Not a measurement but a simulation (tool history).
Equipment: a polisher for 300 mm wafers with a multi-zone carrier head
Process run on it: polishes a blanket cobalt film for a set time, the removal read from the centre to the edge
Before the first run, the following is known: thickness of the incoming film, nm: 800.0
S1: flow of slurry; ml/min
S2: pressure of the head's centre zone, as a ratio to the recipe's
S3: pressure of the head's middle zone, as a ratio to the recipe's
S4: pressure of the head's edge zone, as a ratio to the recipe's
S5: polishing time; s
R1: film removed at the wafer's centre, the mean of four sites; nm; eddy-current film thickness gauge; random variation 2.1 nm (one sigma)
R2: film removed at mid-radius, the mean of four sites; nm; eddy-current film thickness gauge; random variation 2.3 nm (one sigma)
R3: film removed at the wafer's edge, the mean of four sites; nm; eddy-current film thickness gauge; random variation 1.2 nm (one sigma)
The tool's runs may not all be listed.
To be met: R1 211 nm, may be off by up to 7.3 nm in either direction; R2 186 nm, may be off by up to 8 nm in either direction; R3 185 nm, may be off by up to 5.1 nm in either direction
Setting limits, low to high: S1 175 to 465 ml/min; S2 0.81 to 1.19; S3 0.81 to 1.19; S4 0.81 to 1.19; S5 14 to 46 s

{"run": 1, "hour": 0.0, "S1": 295, "S2": 1, "S3": 1, "S4": 1, "S5": 30, "R1": 144.51, "R2": 143.43, "R3": 138.59}
{"run": 2, "hour": 5.9, "S1": 300, "S2": 1.03, "S3": 1.01, "S4": 1.03, "S5": 31, "R1": 154.37, "R2": 149.1, "R3": 147.78}
{"run": 3, "hour": 14.7, "S1": 250, "S2": 1.03, "S3": 1.01, "S4": 1.03, "S5": 31, "R1": 149.78, "R2": 150.02, "R3": 146.33}
{"run": 4, "hour": 22.2, "S1": 250, "S2": 1.03, "S3": 1.01, "S4": 0.99, "S5": 31, "R1": 148.77, "R2": 147.17, "R3": 142.32}
{"run": 5, "hour": 28.0, "S1": 250, "S2": 1.03, "S3": 1.01, "S4": 0.95, "S5": 31, "R1": 150.54, "R2": 149.36, "R3": 140}
{"run": 6, "hour": 29.9, "S1": 250, "S2": 1.11, "S3": 1.01, "S4": 0.95, "S5": 31, "R1": 158.15, "R2": 147.5, "R3": 138.26}
{"run": 7, "hour": 33.1, "S1": 265, "S2": 1.13, "S3": 1.02, "S4": 0.98, "S5": 32, "R1": 169.33, "R2": 154.04, "R3": 146.15}
{"run": 8, "hour": 37.1, "S1": 275, "S2": 1.14, "S3": 1.03, "S4": 1.01, "S5": 33, "R1": 176.92, "R2": 159.83, "R3": 155.3}
{"run": 9, "hour": 38.7, "S1": 290, "S2": 1.15, "S3": 1.05, "S4": 1.03, "S5": 34, "R1": 187.13, "R2": 167.91, "R3": 160.83}
{"run": 10, "hour": 43.2, "S1": 295, "S2": 1.16, "S3": 1.06, "S4": 1.05, "S5": 34, "R1": 185.09, "R2": 168.73, "R3": 163.66}
{"run": 11, "hour": 46.9, "S1": 305, "S2": 1.17, "S3": 1.06, "S4": 1.06, "S5": 35, "R1": 193.67, "R2": 178.44, "R3": 165.83}
{"run": 12, "hour": 50.5, "S1": 300, "S2": 1.17, "S3": 1.05, "S4": 1.08, "S5": 36, "R1": 201.79, "R2": 176.29, "R3": 174.92}
{"run": 13, "hour": 52.2, "S1": 305, "S2": 1.17, "S3": 1.06, "S4": 1.09, "S5": 36, "R1": 203.46, "R2": 177.28, "R3": 176.12}
{"run": 14, "hour": 55.6, "S1": 310, "S2": 1.17, "S3": 1.07, "S4": 1.1, "S5": 36, "R1": 199.79, "R2": 178.62, "R3": 178.14}

Which single option among these 5 for the next run brings every result within its allowed miss of target? Just one does.
{"run": "A", "hour": 59.0, "S1": 235, "S2": 1.1, "S3": 0.98, "S4": 1.16, "S5": 36, "R1": "?", "R2": "?", "R3": "?"}
{"run": "B", "hour": 59.0, "S1": 335, "S2": 1.04, "S3": 1.15, "S4": 1.06, "S5": 38, "R1": "?", "R2": "?", "R3": "?"}
{"run": "C", "hour": 59.0, "S1": 215, "S2": 1.16, "S3": 0.97, "S4": 1.19, "S5": 37, "R1": "?", "R2": "?", "R3": "?"}
{"run": "D", "hour": 59.0, "S1": 275, "S2": 1.19, "S3": 1.02, "S4": 1.11, "S5": 38, "R1": "?", "R2": "?", "R3": "?"}
{"run": "E", "hour": 59.0, "S1": 410, "S2": 1.19, "S3": 1.13, "S4": 0.81, "S5": 39, "R1": "?", "R2": "?", "R3": "?"}

move=A R1=184.95 R2=168.25 R3=175.16
move=B R1=194.88 R2=201.86 R3=181.99
move=C R1=196.08 R2=169.66 R3=180.64
move=D R1=213.89 R2=185.05 R3=183.51
move=E R1=228.98 R2=208.59 R3=166.99
A: further off than the last run
B: further off than the last run
C: further off than the last run
D: every result within its allowed miss
E: pushes the last run's worst result past its target
The right move is D.
